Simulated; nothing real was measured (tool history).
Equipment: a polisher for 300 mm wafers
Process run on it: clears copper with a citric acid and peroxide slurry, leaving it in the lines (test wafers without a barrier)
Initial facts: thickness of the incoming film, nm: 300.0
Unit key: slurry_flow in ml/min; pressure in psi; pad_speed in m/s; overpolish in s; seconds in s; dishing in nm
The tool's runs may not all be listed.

run  hour  slurry_flow  pressure  pad_speed  slurry_solids  overpolish  seconds  dishing
  1   0.0          215       2.8       0.90            1.0          12   143.37   17.270
  2   1.9          215       3.2       0.90            1.0          12   129.71   19.239
  3   5.8          165       3.2       0.90            1.0          12   132.65   18.742
  4   6.4          165       3.7       0.90            1.0          12   114.16   21.968
  5   9.3          165       3.7       0.70            1.0          12   149.13   17.302
  6  17.9          170       3.9       0.74            1.0          10   131.32   16.234
  7  21.6          180       4.0       0.76            1.0           8   126.08   14.024
  8  29.5          185       4.1       0.80            1.0           7   115.60   12.904

What will run 9 give?
  9  33.4          195       4.2       0.82            1.0           7        ?        ?

Run 9 gave seconds 108.59 s, dishing 13.695 nm.
